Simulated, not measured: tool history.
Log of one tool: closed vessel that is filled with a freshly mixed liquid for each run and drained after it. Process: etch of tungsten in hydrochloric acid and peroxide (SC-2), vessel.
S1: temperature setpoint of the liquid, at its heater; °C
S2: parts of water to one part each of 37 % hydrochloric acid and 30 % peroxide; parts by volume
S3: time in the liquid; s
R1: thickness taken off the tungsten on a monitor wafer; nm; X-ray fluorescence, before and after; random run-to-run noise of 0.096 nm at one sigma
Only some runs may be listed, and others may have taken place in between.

run  hour    S1   S2  S3      R1
  1   0.0  51.0  6.0  30  5.3062
  2   0.9  44.5  6.0  30  3.4211
  3   6.6  39.5  6.0  30  2.3689
  4  11.7  35.0  6.0  30  1.7355
  5  15.3  35.0  7.5  30  1.4550
  6  21.5  35.0  7.5  30  1.4509
  7  25.1  43.5  7.5  30  2.6540
  8  33.6  49.5  7.5  30  4.0125
  9  37.5  54.0  7.5  30  5.3869

Forecast run 10:
 10  41.0  57.5  7.5  30   ?

Run 10 measured R1 6.7638 nm.

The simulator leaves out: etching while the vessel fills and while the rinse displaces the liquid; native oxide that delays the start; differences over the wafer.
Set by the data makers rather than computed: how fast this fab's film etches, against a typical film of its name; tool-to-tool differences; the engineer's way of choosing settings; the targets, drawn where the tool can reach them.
